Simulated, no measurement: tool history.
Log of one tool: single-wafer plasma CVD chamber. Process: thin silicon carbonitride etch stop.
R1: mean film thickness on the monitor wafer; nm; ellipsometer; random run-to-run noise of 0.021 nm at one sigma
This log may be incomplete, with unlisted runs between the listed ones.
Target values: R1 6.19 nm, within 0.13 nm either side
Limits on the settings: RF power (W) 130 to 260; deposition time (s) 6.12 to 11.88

{"run": 1, "hour": 0.0, "RF power (W)": 195, "deposition time (s)": 9, "R1": 4.6612}
{"run": 2, "hour": 1.7, "RF power (W)": 170, "deposition time (s)": 9, "R1": 4.4677}
{"run": 3, "hour": 3.7, "RF power (W)": 170, "deposition time (s)": 9.77, "R1": 4.8101}
{"run": 4, "hour": 6.3, "RF power (W)": 170, "deposition time (s)": 10.3, "R1": 5.0954}
{"run": 5, "hour": 7.9, "RF power (W)": 185, "deposition time (s)": 10.51, "R1": 5.3297}
{"hour": 15.2, "done": "RF generator calibrated"}
{"run": 6, "hour": 15.2, "RF power (W)": 185, "deposition time (s)": 9.24, "R1": 4.7948}
{"run": 7, "hour": 16.4, "RF power (W)": 200, "deposition time (s)": 9.54, "R1": 5.0464}
{"run": 8, "hour": 24.6, "RF power (W)": 210, "deposition time (s)": 9.77, "R1": 5.2207}
{"run": 9, "hour": 30.0, "RF power (W)": 210, "deposition time (s)": 9.77, "R1": 5.2061}

Which single option among these 4 for the next run brings every result within its allowed miss of target? Just one does.
{"run": "A", "hour": 35.4, "RF power (W)": 235, "deposition time (s)": 10.41, "R1": "?"}
{"run": "B", "hour": 35.4, "RF power (W)": 210, "deposition time (s)": 11.49, "R1": "?"}
{"run": "C", "hour": 35.4, "RF power (W)": 180, "deposition time (s)": 11.27, "R1": "?"}
{"run": "D", "hour": 35.4, "RF power (W)": 210, "deposition time (s)": 10.86, "R1": "?"}

move=A R1=5.8222
move=B R1=6.2028
move=C R1=5.794
move=D R1=5.8627
A: closer than the last run, but not yet in spec
B: every result within its allowed miss
C: closer than the last run, but not yet in spec
D: closer than the last run, but not yet in spec
Move B is the one to make.

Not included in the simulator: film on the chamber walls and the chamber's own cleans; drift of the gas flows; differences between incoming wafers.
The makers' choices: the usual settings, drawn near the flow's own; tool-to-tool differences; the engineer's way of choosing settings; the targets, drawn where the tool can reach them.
